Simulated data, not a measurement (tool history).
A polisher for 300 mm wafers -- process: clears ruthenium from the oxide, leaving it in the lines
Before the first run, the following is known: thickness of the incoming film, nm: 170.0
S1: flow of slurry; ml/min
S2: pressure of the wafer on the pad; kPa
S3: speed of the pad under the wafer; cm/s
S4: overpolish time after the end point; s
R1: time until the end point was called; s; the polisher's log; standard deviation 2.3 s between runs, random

Run 1, hour 0.0: S1 145 ml/min, S2 12.4 kPa, S3 124 cm/s, S4 13 s. Result: R1 112.12 s.
Run 2, hour 4.2: S1 145 ml/min, S2 11.0 kPa, S3 124 cm/s, S4 13 s. Result: R1 126.37 s.
Run 3, hour 11.4: S1 175 ml/min, S2 11.0 kPa, S3 124 cm/s, S4 13 s. Result: R1 124.21 s.
Run 4, hour 16.9: S1 175 ml/min, S2 11.0 kPa, S3 124 cm/s, S4 13 s. Result: R1 122.15 s.
Run 5, hour 20.5: S1 175 ml/min, S2 10.3 kPa, S3 124 cm/s, S4 13 s. Result: R1 129.31 s.
Run 6, hour 27.5: S1 175 ml/min, S2 10.3 kPa, S3 104 cm/s, S4 13 s. Result: R1 154.95 s.

Run 7 comes next. What will it give?
Run 7, hour 28.7: S1 160 ml/min, S2 7.6 kPa, S3 102 cm/s, S4 13 s. Result: R1 ?.

{"run 7": {"R1": 214.9}}

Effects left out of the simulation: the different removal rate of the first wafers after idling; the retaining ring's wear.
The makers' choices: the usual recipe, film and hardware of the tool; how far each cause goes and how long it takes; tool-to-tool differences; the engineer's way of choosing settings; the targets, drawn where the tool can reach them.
